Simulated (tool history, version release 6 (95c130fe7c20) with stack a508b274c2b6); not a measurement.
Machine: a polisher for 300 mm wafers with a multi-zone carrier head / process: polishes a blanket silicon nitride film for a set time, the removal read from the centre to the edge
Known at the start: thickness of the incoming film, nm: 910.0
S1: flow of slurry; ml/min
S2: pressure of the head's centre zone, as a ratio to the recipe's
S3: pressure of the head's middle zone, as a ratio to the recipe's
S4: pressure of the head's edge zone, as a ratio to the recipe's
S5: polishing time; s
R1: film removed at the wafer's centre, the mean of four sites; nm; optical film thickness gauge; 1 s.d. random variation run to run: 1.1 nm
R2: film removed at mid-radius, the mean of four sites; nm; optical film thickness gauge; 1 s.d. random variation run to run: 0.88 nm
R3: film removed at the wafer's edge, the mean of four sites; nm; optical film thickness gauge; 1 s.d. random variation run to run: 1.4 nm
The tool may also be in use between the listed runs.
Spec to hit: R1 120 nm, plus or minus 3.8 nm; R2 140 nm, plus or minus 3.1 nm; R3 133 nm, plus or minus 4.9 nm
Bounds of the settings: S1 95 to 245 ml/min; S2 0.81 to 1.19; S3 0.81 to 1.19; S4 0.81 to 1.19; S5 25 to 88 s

run 1 hour=0 | S1=155 S2=1 S3=1 S4=1 S5=56 | R1=81.46 R2=82.654 R3=80.862
run 2 hour=2.8 | S1=155 S2=1 S3=1 S4=0.96 S5=56 | R1=81.039 R2=80.886 R3=79.974
run 3 hour=9.6 | S1=155 S2=1 S3=0.93 S4=0.96 S5=56 | R1=81.97 R2=76.762 R3=79.562
run 4 hour=10.2 | S1=155 S2=1 S3=0.93 S4=0.93 S5=56 | R1=81.992 R2=76.041 R3=79.628
-- hour=13.4 worn pad replaced by a new one
run 5 hour=13.4 | S1=155 S2=1.08 S3=0.93 S4=0.93 S5=56 | R1=94.642 R2=81.212 R3=83.558
run 6 hour=21.9 | S1=155 S2=1.05 S3=0.93 S4=0.93 S5=56 | R1=91.574 R2=81.898 R3=84.127
run 7 hour=22.6 | S1=150 S2=1.05 S3=0.95 S4=0.96 S5=59 | R1=95.061 R2=87.057 R3=90.052
run 8 hour=24.6 | S1=145 S2=1.06 S3=0.97 S4=0.98 S5=60 | R1=96.352 R2=89.152 R3=89.491

Consider the 4 candidate settings below. Which is the only one whose results all fall within their allowed miss of target?
run A hour=26.6 | S1=155 S2=0.92 S3=1.09 S4=1.06 S5=85 | R1=? R2=? R3=?
run B hour=26.6 | S1=135 S2=1 S3=1.06 S4=0.96 S5=74 | R1=? R2=? R3=?
run C hour=26.6 | S1=140 S2=0.92 S3=0.97 S4=1.01 S5=73 | R1=? R2=? R3=?
run D hour=26.6 | S1=135 S2=0.86 S3=0.94 S4=1.18 S5=85 | R1=? R2=? R3=?

move=A R1=119.76 R2=141.11 R3=133.43
move=B R1=110.4 R2=117.47 R3=110.07
move=C R1=101.02 R2=108.14 R3=111.35
move=D R1=109.47 R2=121.97 R3=137.84
A: each result inside its tolerance
B: nearer the targets than the last run, but a result is still out of spec
C: nearer the targets than the last run, but a result is still out of spec
D: nearer the targets than the last run, but a result is still out of spec
The right move is A.
